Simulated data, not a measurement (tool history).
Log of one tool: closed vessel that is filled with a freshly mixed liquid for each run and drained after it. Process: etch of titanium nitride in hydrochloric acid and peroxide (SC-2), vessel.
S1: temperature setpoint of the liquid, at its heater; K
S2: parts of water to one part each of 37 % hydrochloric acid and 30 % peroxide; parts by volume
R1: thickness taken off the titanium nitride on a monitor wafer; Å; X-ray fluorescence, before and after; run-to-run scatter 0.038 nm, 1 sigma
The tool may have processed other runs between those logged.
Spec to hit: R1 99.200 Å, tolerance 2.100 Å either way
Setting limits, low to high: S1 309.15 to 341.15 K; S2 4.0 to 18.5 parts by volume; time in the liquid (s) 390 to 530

run 1 day=0.000 | S1=325.15 S2=10.5 time_in_the_liquid_(s)=530 | R1=171.070
run 2 day=0.204 | S1=325.15 S2=10.5 time_in_the_liquid_(s)=390 | R1=125.120
run 3 day=0.358 | S1=324.65 S2=10.5 time_in_the_liquid_(s)=390 | R1=121.800
run 4 day=0.588 | S1=324.65 S2=10.5 time_in_the_liquid_(s)=530 | R1=164.800
run 5 day=0.871 | S1=323.15 S2=10.5 time_in_the_liquid_(s)=530 | R1=149.460
run 6 day=1.121 | S1=328.15 S2=10.5 time_in_the_liquid_(s)=530 | R1=207.790
run 7 day=1.246 | S1=326.65 S2=10.5 time_in_the_liquid_(s)=530 | R1=188.190
run 8 day=1.650 | S1=325.15 S2=10.5 time_in_the_liquid_(s)=530 | R1=171.000
run 9 day=1.921 | S1=323.65 S2=10.5 time_in_the_liquid_(s)=530 | R1=154.980
run 10 day=1.996 | S1=322.65 S2=10.5 time_in_the_liquid_(s)=530 | R1=144.870
run 11 day=2.225 | S1=321.65 S2=10.5 time_in_the_liquid_(s)=530 | R1=134.870
run 12 day=2.304 | S1=320.65 S2=10.5 time_in_the_liquid_(s)=530 | R1=126.140
run 13 day=2.583 | S1=316.15 S2=10.5 time_in_the_liquid_(s)=530 | R1=93.027

Pick the move, out of 5, that brings all results within their allowed miss; only one does.
run A day=2.862 | S1=320.65 S2=11.0 time_in_the_liquid_(s)=415 | R1=?
run B day=2.862 | S1=324.15 S2=15.0 time_in_the_liquid_(s)=425 | R1=?
run C day=2.862 | S1=321.15 S2=10.5 time_in_the_liquid_(s)=390 | R1=?
run D day=2.862 | S1=317.65 S2=8.0 time_in_the_liquid_(s)=405 | R1=?
run E day=2.862 | S1=317.15 S2=8.5 time_in_the_liquid_(s)=400 | R1=?

move=A R1=95.061
move=B R1=94.116
move=C R1=96.102
move=D R1=98.240
move=E R1=89.268
A: moves toward the targets from the last run without getting all of them in spec
B: moves toward the targets from the last run without getting all of them in spec
C: moves toward the targets from the last run without getting all of them in spec
D: all results land within tolerance of their targets
E: its largest miss is bigger than the last run's
The move that meets every target is D.

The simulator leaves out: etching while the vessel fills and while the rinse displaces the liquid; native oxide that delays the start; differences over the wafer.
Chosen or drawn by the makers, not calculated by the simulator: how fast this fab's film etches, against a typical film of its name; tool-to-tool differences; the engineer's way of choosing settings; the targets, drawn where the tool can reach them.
